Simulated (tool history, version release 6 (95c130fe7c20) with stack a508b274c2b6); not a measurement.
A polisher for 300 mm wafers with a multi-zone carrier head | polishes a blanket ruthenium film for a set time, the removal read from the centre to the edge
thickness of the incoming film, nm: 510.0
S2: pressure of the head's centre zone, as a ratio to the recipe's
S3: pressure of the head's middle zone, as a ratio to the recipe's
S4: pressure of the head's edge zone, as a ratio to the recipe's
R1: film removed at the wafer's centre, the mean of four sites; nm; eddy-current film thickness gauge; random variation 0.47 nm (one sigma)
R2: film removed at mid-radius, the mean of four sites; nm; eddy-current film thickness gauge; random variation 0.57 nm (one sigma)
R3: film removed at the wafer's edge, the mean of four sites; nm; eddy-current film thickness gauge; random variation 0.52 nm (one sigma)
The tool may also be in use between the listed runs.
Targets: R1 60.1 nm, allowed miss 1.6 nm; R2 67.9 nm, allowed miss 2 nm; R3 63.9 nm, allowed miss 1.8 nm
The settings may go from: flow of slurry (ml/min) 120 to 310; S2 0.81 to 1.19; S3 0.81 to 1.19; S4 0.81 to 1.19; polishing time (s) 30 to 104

run 1 day=0 | flow_of_slurry_(ml/min)=200 S2=1 S3=1 S4=1 polishing_time_(s)=67 | R1=71.862 R2=72.778 R3=71.345
run 2 day=0.279 | flow_of_slurry_(ml/min)=200 S2=1.05 S3=1 S4=1 polishing_time_(s)=67 | R1=74.839 R2=72.491 R3=72.243
run 3 day=0.379 | flow_of_slurry_(ml/min)=160 S2=1.05 S3=1 S4=1 polishing_time_(s)=67 | R1=72.378 R2=71.607 R3=70.697
run 4 day=0.442 | flow_of_slurry_(ml/min)=160 S2=1.05 S3=1 S4=1 polishing_time_(s)=82 | R1=88.828 R2=86.641 R3=86.194
run 5 day=0.65 | flow_of_slurry_(ml/min)=160 S2=1.05 S3=1 S4=1.07 polishing_time_(s)=82 | R1=88.489 R2=86.835 R3=88.616
run 6 day=0.754 | flow_of_slurry_(ml/min)=160 S2=1.05 S3=0.93 S4=1.07 polishing_time_(s)=82 | R1=89.788 R2=83.611 R3=88.61
run 7 day=0.862 | flow_of_slurry_(ml/min)=160 S2=1.03 S3=0.94 S4=1.05 polishing_time_(s)=80 | R1=85.606 R2=80.479 R3=87.188
run 8 day=0.95 | flow_of_slurry_(ml/min)=165 S2=1.02 S3=0.96 S4=1.04 polishing_time_(s)=77 | R1=81.173 R2=79.124 R3=83.04
run 9 day=1.012 | flow_of_slurry_(ml/min)=165 S2=1.01 S3=0.97 S4=1.02 polishing_time_(s)=75 | R1=78.438 R2=77.87 R3=80.275
run 10 day=1.262 | flow_of_slurry_(ml/min)=165 S2=1 S3=0.98 S4=1.01 polishing_time_(s)=73 | R1=76.092 R2=75.045 R3=77.948
run 11 day=1.45 | flow_of_slurry_(ml/min)=165 S2=0.99 S3=1 S4=1 polishing_time_(s)=71 | R1=72.7 R2=75.233 R3=76.022
run 12 day=1.742 | flow_of_slurry_(ml/min)=150 S2=0.91 S3=0.98 S4=0.9 polishing_time_(s)=63 | R1=59.301 R2=66.539 R3=63.536

4 next moves are on the table. One of them brings every result within its allowed miss. Which?
run A day=2.033 | flow_of_slurry_(ml/min)=175 S2=0.95 S3=1.04 S4=1 polishing_time_(s)=58 | R1=? R2=? R3=?
run B day=2.033 | flow_of_slurry_(ml/min)=205 S2=0.9 S3=1.05 S4=0.82 polishing_time_(s)=59 | R1=? R2=? R3=?
run C day=2.033 | flow_of_slurry_(ml/min)=120 S2=0.88 S3=1.05 S4=0.87 polishing_time_(s)=65 | R1=? R2=? R3=?
run D day=2.033 | flow_of_slurry_(ml/min)=155 S2=0.92 S3=1 S4=0.88 polishing_time_(s)=64 | R1=? R2=? R3=?

move=A R1=58.419 R2=64.105 R3=62.012
move=B R1=57.566 R2=66.935 R3=59.619
move=C R1=57.594 R2=68.979 R3=63.817
move=D R1=61.454 R2=67.622 R3=64.679
A: further off than the last run
B: brings the result that was furthest off to its target, and leaves another outside
C: brings the result that was furthest off to its target, and leaves another outside
D: meets every target
Answer: D
